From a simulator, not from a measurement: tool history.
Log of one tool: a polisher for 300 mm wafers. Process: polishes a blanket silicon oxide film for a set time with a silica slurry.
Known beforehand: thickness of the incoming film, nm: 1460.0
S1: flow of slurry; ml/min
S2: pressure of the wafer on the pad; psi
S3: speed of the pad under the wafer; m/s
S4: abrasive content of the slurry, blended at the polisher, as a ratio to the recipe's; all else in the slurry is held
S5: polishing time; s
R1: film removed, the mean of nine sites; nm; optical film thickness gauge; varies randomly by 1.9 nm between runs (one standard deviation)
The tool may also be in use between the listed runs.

run 1 hour=0.0 | S1=155 S2=4.7 S3=1.32 S4=1.0 S5=89 | R1=349.90
run 2 hour=4.7 | S1=155 S2=4.7 S3=1.32 S4=0.9 S5=89 | R1=328.72
run 3 hour=11.2 | S1=155 S2=5.2 S3=1.32 S4=0.9 S5=89 | R1=372.57
run 4 hour=18.0 | S1=145 S2=4.9 S3=1.32 S4=0.9 S5=89 | R1=346.05
run 5 hour=21.4 | S1=145 S2=4.6 S3=1.32 S4=0.9 S5=89 | R1=320.27
run 6 hour=23.0 | S1=140 S2=4.5 S3=1.32 S4=0.9 S5=89 | R1=314.29

What will run 7 give?
run 7 hour=30.5 | S1=140 S2=4.4 S3=1.32 S4=0.9 S5=89 | R1=?

{"run 7": {"R1": 305.89}}

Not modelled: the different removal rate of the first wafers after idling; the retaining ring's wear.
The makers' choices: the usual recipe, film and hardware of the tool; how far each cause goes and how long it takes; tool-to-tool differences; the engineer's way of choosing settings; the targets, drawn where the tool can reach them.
